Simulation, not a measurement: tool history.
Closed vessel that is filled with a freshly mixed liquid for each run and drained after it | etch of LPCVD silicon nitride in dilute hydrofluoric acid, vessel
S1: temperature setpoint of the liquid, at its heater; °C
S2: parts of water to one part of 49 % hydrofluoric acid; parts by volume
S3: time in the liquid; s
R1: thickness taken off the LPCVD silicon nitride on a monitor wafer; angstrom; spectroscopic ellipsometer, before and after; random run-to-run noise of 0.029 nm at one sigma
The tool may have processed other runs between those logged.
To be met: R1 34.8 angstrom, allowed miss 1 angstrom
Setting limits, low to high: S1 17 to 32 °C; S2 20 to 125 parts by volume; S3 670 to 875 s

run 1 hour=0 | S1=24 S2=70 S3=875 | R1=62.307
run 2 hour=8.1 | S1=23 S2=70 S3=875 | R1=59.456
run 3 hour=9.9 | S1=22.5 S2=70 S3=875 | R1=56.896
run 4 hour=16.2 | S1=22.5 S2=70 S3=670 | R1=43.768
run 5 hour=20 | S1=22 S2=70 S3=670 | R1=42.275
run 6 hour=29.3 | S1=22 S2=70 S3=875 | R1=55.36
run 7 hour=37.2 | S1=21.5 S2=70 S3=875 | R1=53.293
run 8 hour=43 | S1=21 S2=70 S3=875 | R1=51.531
run 9 hour=45.7 | S1=20.5 S2=70 S3=875 | R1=50.165

5 candidate next runs follow, results not yet known. Just one meets every target within its allowed miss. Identify it.
run A hour=48.4 | S1=19 S2=75 S3=785 | R1=?
run B hour=48.4 | S1=19.5 S2=70 S3=715 | R1=?
run C hour=48.4 | S1=21.5 S2=60 S3=875 | R1=?
run D hour=48.4 | S1=21 S2=80 S3=670 | R1=?
run E hour=48.4 | S1=22 S2=80 S3=745 | R1=?

move=A R1=37.402
move=B R1=37.718
move=C R1=61.565
move=D R1=34.389
move=E R1=40.921
A: nearer than the last run, and not there yet
B: nearer than the last run, and not there yet
C: moves away from the targets compared with the last run
D: all results land within tolerance of their targets
E: nearer than the last run, and not there yet
D meets every target.

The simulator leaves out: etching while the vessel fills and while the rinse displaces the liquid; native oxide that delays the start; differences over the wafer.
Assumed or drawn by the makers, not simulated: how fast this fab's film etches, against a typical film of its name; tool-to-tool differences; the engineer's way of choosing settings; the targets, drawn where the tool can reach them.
